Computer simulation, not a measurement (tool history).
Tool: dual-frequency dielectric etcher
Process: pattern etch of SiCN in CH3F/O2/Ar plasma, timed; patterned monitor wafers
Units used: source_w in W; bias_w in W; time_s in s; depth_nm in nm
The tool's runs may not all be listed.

run  hour  source_w  bias_w  time_s  depth_nm
  1   0.0       400      87    30.0    15.179
  2   1.2       400      87    27.5    13.862
  3   1.7       400      87    30.0    15.186
  4   3.1       390      87    30.0    15.216
  5   9.1       390      96    30.0    15.810
  6  11.3       380      94    30.0    15.447
  7  17.4       370      93    30.0    15.405
  8  24.8       360      91    30.0    15.046
  9  33.7       350      90    30.0    14.974
 10  34.6       340      88    30.0    14.548

The next listed run, before its measurement:
 11  35.3       330      87    30.0         ?

depth_nm: 14.505 nm

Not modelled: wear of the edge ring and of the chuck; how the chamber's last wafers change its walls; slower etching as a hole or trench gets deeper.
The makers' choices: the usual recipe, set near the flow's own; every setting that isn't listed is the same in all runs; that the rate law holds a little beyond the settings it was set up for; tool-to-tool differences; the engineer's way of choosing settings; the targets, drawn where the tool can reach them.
